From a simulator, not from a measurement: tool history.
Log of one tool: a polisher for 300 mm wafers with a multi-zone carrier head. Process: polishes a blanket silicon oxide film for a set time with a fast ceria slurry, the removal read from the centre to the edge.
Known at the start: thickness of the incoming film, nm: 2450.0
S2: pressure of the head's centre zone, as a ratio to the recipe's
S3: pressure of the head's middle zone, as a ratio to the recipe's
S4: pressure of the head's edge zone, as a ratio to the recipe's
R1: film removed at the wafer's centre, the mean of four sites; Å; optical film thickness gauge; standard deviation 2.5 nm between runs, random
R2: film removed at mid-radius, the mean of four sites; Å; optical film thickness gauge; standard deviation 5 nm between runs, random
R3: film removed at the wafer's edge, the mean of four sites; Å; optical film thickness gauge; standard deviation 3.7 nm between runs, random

run 1 hour=0.0 | flow_of_slurry_(ml/min)=315 S2=1.00 S3=1.00 S4=1.00 polishing_time_(s)=32 | R1=2929.1 R2=2822.8 R3=2805.1
run 2 hour=5.4 | flow_of_slurry_(ml/min)=315 S2=1.00 S3=0.95 S4=1.00 polishing_time_(s)=32 | R1=2950.6 R2=2729.5 R3=2856.8
run 3 hour=9.0 | flow_of_slurry_(ml/min)=320 S2=1.02 S3=0.97 S4=1.02 polishing_time_(s)=33 | R1=3086.1 R2=2916.0 R3=3046.3
run 4 hour=17.3 | flow_of_slurry_(ml/min)=320 S2=1.02 S3=0.97 S4=0.95 polishing_time_(s)=33 | R1=3076.2 R2=2832.8 R3=2924.8
run 5 hour=19.2 | flow_of_slurry_(ml/min)=320 S2=1.02 S3=1.02 S4=0.95 polishing_time_(s)=33 | R1=3110.7 R2=2908.1 R3=2936.5
run 6 hour=25.4 | flow_of_slurry_(ml/min)=320 S2=1.02 S3=1.02 S4=0.95 polishing_time_(s)=28 | R1=2569.6 R2=2483.4 R3=2459.0
run 7 hour=32.7 | flow_of_slurry_(ml/min)=345 S2=1.12 S3=1.12 S4=1.05 polishing_time_(s)=36 | R1=3608.2 R2=3381.7 R3=3347.2
run 8 hour=40.6 | flow_of_slurry_(ml/min)=345 S2=1.12 S3=1.12 S4=1.05 polishing_time_(s)=36 | R1=3601.7 R2=3467.8 R3=3285.9

Run 9, settings as shown, results not yet in. Your forecast:
run 9 hour=42.3 | flow_of_slurry_(ml/min)=345 S2=1.13 S3=1.11 S4=1.06 polishing_time_(s)=36 | R1=? R2=? R3=?

Run 9 yielded R1 3653.9 Å, R2 3494.7 Å, R3 3356.2 Å.
